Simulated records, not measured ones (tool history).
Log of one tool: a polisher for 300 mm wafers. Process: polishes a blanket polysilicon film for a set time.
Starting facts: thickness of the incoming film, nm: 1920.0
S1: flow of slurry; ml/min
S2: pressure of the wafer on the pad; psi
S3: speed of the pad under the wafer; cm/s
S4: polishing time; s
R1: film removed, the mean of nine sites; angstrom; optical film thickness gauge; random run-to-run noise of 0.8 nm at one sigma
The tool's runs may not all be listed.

{"run": 1, "hour": 0.0, "S1": 310, "S2": 2.4, "S3": 80, "S4": 27, "R1": 1827.2}
{"run": 2, "hour": 2.9, "S1": 310, "S2": 2.2, "S3": 80, "S4": 27, "R1": 1673.6}
{"run": 3, "hour": 9.2, "S1": 310, "S2": 1.7, "S3": 80, "S4": 27, "R1": 1299.5}
{"run": 4, "hour": 13.8, "S1": 310, "S2": 2.3, "S3": 80, "S4": 27, "R1": 1763.6}
{"run": 5, "hour": 14.7, "S1": 310, "S2": 2.3, "S3": 80, "S4": 27, "R1": 1739.2}
{"run": 6, "hour": 16.1, "S1": 310, "S2": 2.3, "S3": 64, "S4": 27, "R1": 1449.1}

The next listed run, before its measurement:
{"run": 7, "hour": 17.6, "S1": 310, "S2": 2.2, "S3": 64, "S4": 27, "R1": "?"}

R1: 1407.6 angstrom

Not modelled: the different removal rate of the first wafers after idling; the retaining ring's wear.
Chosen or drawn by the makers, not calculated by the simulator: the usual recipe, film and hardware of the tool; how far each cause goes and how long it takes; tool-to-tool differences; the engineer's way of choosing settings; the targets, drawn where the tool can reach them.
